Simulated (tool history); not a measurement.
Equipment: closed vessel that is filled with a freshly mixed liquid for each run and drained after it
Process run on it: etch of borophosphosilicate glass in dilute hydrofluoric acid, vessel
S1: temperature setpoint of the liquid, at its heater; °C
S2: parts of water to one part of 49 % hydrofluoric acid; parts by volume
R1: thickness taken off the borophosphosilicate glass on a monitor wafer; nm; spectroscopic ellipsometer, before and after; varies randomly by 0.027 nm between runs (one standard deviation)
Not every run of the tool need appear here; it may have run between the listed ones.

Run 1, hour 0: S1 24 °C, S2 235 parts by volume, time in the liquid (s) 90. Result: R1 11.189 nm.
Run 2, hour 1: S1 23.5 °C, S2 235 parts by volume, time in the liquid (s) 90. Result: R1 11.004 nm.
Run 3, hour 7.8: S1 23.5 °C, S2 150 parts by volume, time in the liquid (s) 90. Result: R1 18.992 nm.
Run 4, hour 8.7: S1 22.5 °C, S2 160 parts by volume, time in the liquid (s) 90. Result: R1 16.949 nm.
Run 5, hour 12.4: S1 22.5 °C, S2 160 parts by volume, time in the liquid (s) 90. Result: R1 16.836 nm.
Run 6, hour 14.7: S1 22 °C, S2 170 parts by volume, time in the liquid (s) 90. Result: R1 15.479 nm.
Run 7, hour 20.2: S1 21.5 °C, S2 175 parts by volume, time in the liquid (s) 90. Result: R1 14.708 nm.

The next listed run, before its measurement:
Run 8, hour 24.5: S1 21 °C, S2 180 parts by volume, time in the liquid (s) 90. Result: R1 ?.

Run 8 yielded R1 13.855 nm.
